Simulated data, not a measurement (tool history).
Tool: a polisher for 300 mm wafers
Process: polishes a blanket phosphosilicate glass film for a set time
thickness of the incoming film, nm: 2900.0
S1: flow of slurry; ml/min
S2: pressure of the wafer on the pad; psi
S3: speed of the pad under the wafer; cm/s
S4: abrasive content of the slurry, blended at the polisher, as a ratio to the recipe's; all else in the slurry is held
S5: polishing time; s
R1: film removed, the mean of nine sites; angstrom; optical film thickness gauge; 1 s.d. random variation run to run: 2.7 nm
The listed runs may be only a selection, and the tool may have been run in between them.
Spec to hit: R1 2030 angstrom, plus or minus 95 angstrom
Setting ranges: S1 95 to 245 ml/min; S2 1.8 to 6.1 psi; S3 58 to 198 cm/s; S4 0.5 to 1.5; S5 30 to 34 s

{"run": 1, "day": 0.0, "S1": 155, "S2": 3.9, "S3": 128, "S4": 1, "S5": 34, "R1": 3686.5}
{"run": 2, "day": 0.288, "S1": 155, "S2": 3.9, "S3": 128, "S4": 1, "S5": 34, "R1": 3710.6}
{"run": 3, "day": 0.508, "S1": 155, "S2": 3.4, "S3": 126, "S4": 1, "S5": 34, "R1": 3192.6}
{"run": 4, "day": 0.579, "S1": 155, "S2": 3.4, "S3": 126, "S4": 1, "S5": 34, "R1": 3217.3}
{"run": 5, "day": 0.792, "S1": 155, "S2": 3, "S3": 124, "S4": 1, "S5": 34, "R1": 2810.9}
{"run": 6, "day": 1.162, "S1": 155, "S2": 2.8, "S3": 124, "S4": 1, "S5": 34, "R1": 2601.1}
{"run": 7, "day": 1.212, "S1": 155, "S2": 2.6, "S3": 124, "S4": 1, "S5": 34, "R1": 2457.5}
{"run": 8, "day": 1.279, "S1": 155, "S2": 2.5, "S3": 124, "S4": 1, "S5": 34, "R1": 2288.5}
{"run": 9, "day": 1.583, "S1": 155, "S2": 2.5, "S3": 124, "S4": 1, "S5": 34, "R1": 2369.6}
{"run": 10, "day": 1.775, "S1": 155, "S2": 2.4, "S3": 124, "S4": 1, "S5": 34, "R1": 2297.1}
{"run": 11, "day": 1.938, "S1": 155, "S2": 2.3, "S3": 124, "S4": 1, "S5": 34, "R1": 2205.9}
{"day": 2.258, "done": "head pressure recalibrated"}
{"run": 12, "day": 2.258, "S1": 155, "S2": 2.2, "S3": 124, "S4": 1, "S5": 34, "R1": 2206.2}

Exactly one of the 5 candidate moves below puts every result within its allowed miss. Which one?
{"run": "A", "day": 2.579, "S1": 160, "S2": 2, "S3": 130, "S4": 0.95, "S5": 34, "R1": "?"}
{"run": "B", "day": 2.579, "S1": 155, "S2": 2.5, "S3": 126, "S4": 1, "S5": 34, "R1": "?"}
{"run": "C", "day": 2.579, "S1": 145, "S2": 2.4, "S3": 128, "S4": 1.05, "S5": 34, "R1": "?"}
{"run": "D", "day": 2.579, "S1": 170, "S2": 2, "S3": 126, "S4": 1.45, "S5": 34, "R1": "?"}
{"run": "E", "day": 2.579, "S1": 150, "S2": 2.2, "S3": 142, "S4": 1.05, "S5": 30, "R1": "?"}

move=A R1=2044.3
move=B R1=2500.8
move=C R1=2448
move=D R1=2347.8
move=E R1=2168
A: every result lands within tolerance
B: further off than the last run
C: further off than the last run
D: further off than the last run
E: nearer than the last run, and not there yet
A is the move that brings every result within its allowed miss.
